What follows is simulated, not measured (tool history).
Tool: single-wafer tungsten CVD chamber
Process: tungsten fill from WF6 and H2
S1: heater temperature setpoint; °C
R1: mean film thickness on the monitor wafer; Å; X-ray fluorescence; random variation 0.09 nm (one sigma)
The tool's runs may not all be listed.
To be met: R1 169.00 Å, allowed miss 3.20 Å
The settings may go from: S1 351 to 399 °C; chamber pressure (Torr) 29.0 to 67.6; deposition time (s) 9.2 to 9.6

{"run": 1, "hour": 0.0, "S1": 375, "chamber pressure (Torr)": 48.3, "deposition time (s)": 9.6, "R1": 216.83}
{"run": 2, "hour": 3.2, "S1": 384, "chamber pressure (Torr)": 48.3, "deposition time (s)": 9.6, "R1": 266.2}
{"run": 3, "hour": 5.7, "S1": 377, "chamber pressure (Torr)": 48.1, "deposition time (s)": 9.6, "R1": 227.03}
{"run": 4, "hour": 7.3, "S1": 373, "chamber pressure (Torr)": 47.9, "deposition time (s)": 9.6, "R1": 208.04}
{"run": 5, "hour": 12.9, "S1": 378, "chamber pressure (Torr)": 47.9, "deposition time (s)": 9.6, "R1": 231.73}
{"run": 6, "hour": 17.8, "S1": 373, "chamber pressure (Torr)": 47.7, "deposition time (s)": 9.6, "R1": 207.38}
{"run": 7, "hour": 20.0, "S1": 370, "chamber pressure (Torr)": 47.6, "deposition time (s)": 9.6, "R1": 192.19}
{"run": 8, "hour": 24.8, "S1": 368, "chamber pressure (Torr)": 47.5, "deposition time (s)": 9.6, "R1": 184.09}
{"run": 9, "hour": 28.6, "S1": 367, "chamber pressure (Torr)": 47.5, "deposition time (s)": 9.6, "R1": 180.91}
{"run": 10, "hour": 35.2, "S1": 366, "chamber pressure (Torr)": 47.5, "deposition time (s)": 9.6, "R1": 174.99}

4 next moves are on the table. One of them brings every result within its allowed miss. Which?
{"run": "A", "hour": 41.8, "S1": 369, "chamber pressure (Torr)": 41.6, "deposition time (s)": 9.2, "R1": "?"}
{"run": "B", "hour": 41.8, "S1": 365, "chamber pressure (Torr)": 46.9, "deposition time (s)": 9.2, "R1": "?"}
{"run": "C", "hour": 41.8, "S1": 364, "chamber pressure (Torr)": 45.6, "deposition time (s)": 9.6, "R1": "?"}
{"run": "D", "hour": 41.8, "S1": 362, "chamber pressure (Torr)": 53.7, "deposition time (s)": 9.2, "R1": "?"}

move=A R1=167.79
move=B R1=161.83
move=C R1=162.71
move=D R1=160.65
A: meets every target
B: takes the result that was furthest off past its target
C: takes the result that was furthest off past its target
D: takes the result that was furthest off past its target
Answer: A

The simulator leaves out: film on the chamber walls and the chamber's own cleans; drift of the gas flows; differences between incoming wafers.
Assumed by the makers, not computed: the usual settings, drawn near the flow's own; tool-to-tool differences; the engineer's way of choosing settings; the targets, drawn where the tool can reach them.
